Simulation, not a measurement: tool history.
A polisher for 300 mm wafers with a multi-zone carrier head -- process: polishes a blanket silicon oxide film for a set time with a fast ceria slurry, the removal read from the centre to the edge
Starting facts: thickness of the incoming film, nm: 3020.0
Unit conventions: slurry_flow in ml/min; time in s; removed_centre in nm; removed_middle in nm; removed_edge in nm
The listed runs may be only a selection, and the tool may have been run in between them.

{"run": 1, "day": 0.0, "slurry_flow": 250, "centre_zone": 1, "middle_zone": 1, "edge_zone": 1, "time": 76, "removed_centre": 832.96, "removed_middle": 796.82, "removed_edge": 821.53}
{"run": 2, "day": 0.333, "slurry_flow": 250, "centre_zone": 1, "middle_zone": 1, "edge_zone": 1.06, "time": 76, "removed_centre": 828.36, "removed_middle": 772.54, "removed_edge": 853.33}
{"run": 3, "day": 0.462, "slurry_flow": 250, "centre_zone": 1, "middle_zone": 1, "edge_zone": 1.02, "time": 76, "removed_centre": 820.83, "removed_middle": 789.04, "removed_edge": 829.85}
{"run": 4, "day": 0.683, "slurry_flow": 250, "centre_zone": 1.06, "middle_zone": 1, "edge_zone": 1.02, "time": 76, "removed_centre": 867.87, "removed_middle": 788.85, "removed_edge": 833.77}
{"run": 5, "day": 1.042, "slurry_flow": 250, "centre_zone": 1.06, "middle_zone": 1, "edge_zone": 0.99, "time": 76, "removed_centre": 861.84, "removed_middle": 799.29, "removed_edge": 829.26}
{"run": 6, "day": 1.083, "slurry_flow": 195, "centre_zone": 1.06, "middle_zone": 1, "edge_zone": 0.99, "time": 76, "removed_centre": 849.69, "removed_middle": 781.86, "removed_edge": 811.75}
{"run": 7, "day": 1.129, "slurry_flow": 190, "centre_zone": 1.02, "middle_zone": 0.99, "edge_zone": 0.97, "time": 69, "removed_centre": 739.82, "removed_middle": 695.22, "removed_edge": 728.04}
{"day": 1.408, "done": "edge zone pressure recalibrated"}
{"run": 8, "day": 1.408, "slurry_flow": 190, "centre_zone": 0.99, "middle_zone": 0.99, "edge_zone": 0.95, "time": 64, "removed_centre": 665.28, "removed_middle": 655.18, "removed_edge": 661.61}

Estimate the outcome of run 9 from the log above:
{"run": 9, "day": 1.504, "slurry_flow": 190, "centre_zone": 0.97, "middle_zone": 0.97, "edge_zone": 0.93, "time": 61, "removed_centre": "?", "removed_middle": "?", "removed_edge": "?"}

{"run 9": {"removed_centre": 621.19, "removed_middle": 596.98, "removed_edge": 612.19}}
